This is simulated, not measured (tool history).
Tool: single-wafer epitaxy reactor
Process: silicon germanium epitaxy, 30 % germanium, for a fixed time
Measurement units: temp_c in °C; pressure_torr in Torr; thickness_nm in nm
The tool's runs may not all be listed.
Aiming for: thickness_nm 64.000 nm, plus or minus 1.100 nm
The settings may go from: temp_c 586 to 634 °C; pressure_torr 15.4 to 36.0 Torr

Run 1, hour 0.0: temp_c 610 °C, pressure_torr 25.7 Torr. Result: thickness_nm 79.265 nm.
Run 2, hour 6.2: temp_c 610 °C, pressure_torr 24.1 Torr. Result: thickness_nm 77.203 nm.
Run 3, hour 13.1: temp_c 608 °C, pressure_torr 24.1 Torr. Result: thickness_nm 74.293 nm.
Run 4, hour 20.1: temp_c 607 °C, pressure_torr 24.1 Torr. Result: thickness_nm 72.805 nm.
Run 5, hour 28.2: temp_c 616 °C, pressure_torr 24.1 Torr. Result: thickness_nm 86.249 nm.
Run 6, hour 31.5: temp_c 620 °C, pressure_torr 24.1 Torr. Result: thickness_nm 91.848 nm.
Run 7, hour 38.7: temp_c 620 °C, pressure_torr 24.1 Torr. Result: thickness_nm 92.262 nm.
Run 8, hour 47.4: temp_c 617 °C, pressure_torr 24.0 Torr. Result: thickness_nm 87.850 nm.
Run 9, hour 49.8: temp_c 605 °C, pressure_torr 23.5 Torr. Result: thickness_nm 69.297 nm.

Exercise: of the 4 proposed moves below, exactly one satisfies all targets within the stated allowed misses. Which move is it?
Run A, hour 52.2: temp_c 599 °C, pressure_torr 23.7 Torr. Result: thickness_nm ?.
Run B, hour 52.2: temp_c 605 °C, pressure_torr 16.5 Torr. Result: thickness_nm ?.
Run C, hour 52.2: temp_c 600 °C, pressure_torr 21.6 Torr. Result: thickness_nm ?.
Run D, hour 52.2: temp_c 602 °C, pressure_torr 22.1 Torr. Result: thickness_nm ?.

move  thickness_nm
   A        62.171
   B        61.695
   C        61.388
   D        64.253
A: carries the result that was furthest off beyond its target, to the other side
B: carries the result that was furthest off beyond its target, to the other side
C: carries the result that was furthest off beyond its target, to the other side
D: meets every target
Answer: D
